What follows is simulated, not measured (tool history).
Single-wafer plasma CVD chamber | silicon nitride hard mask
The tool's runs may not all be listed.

| run | hour | heater temperature setpoint (°C) | chamber pressure (mTorr) | RF power (kW) | deposition time (s) | mean film thickness on the monitor wafer (angstrom) |
|---|---|---|---|---|---|---|
| 1 | 0.0 | 400 | 1990 | 0.230 | 60.8 | 546.06 |
| 2 | 0.9 | 400 | 1940 | 0.230 | 60.8 | 537.42 |
| 3 | 8.9 | 400 | 1910 | 0.230 | 60.8 | 538.47 |
| 4 | 16.2 | 410 | 1910 | 0.230 | 60.8 | 540.03 |
| 5 | 22.3 | 410 | 1870 | 0.230 | 60.8 | 536.65 |
| 6 | 26.5 | 410 | 1870 | 0.230 | 60.8 | 538.48 |
| 7 | 29.5 | 410 | 1830 | 0.230 | 60.8 | 532.14 |
| 8 | 34.9 | 410 | 1800 | 0.230 | 60.8 | 531.64 |

Forecast run 9:
| 9 | 38.0 | 410 | 1500 | 0.225 | 60.8 | ? |

Run 9 gave mean film thickness on the monitor wafer (angstrom) 493.01.

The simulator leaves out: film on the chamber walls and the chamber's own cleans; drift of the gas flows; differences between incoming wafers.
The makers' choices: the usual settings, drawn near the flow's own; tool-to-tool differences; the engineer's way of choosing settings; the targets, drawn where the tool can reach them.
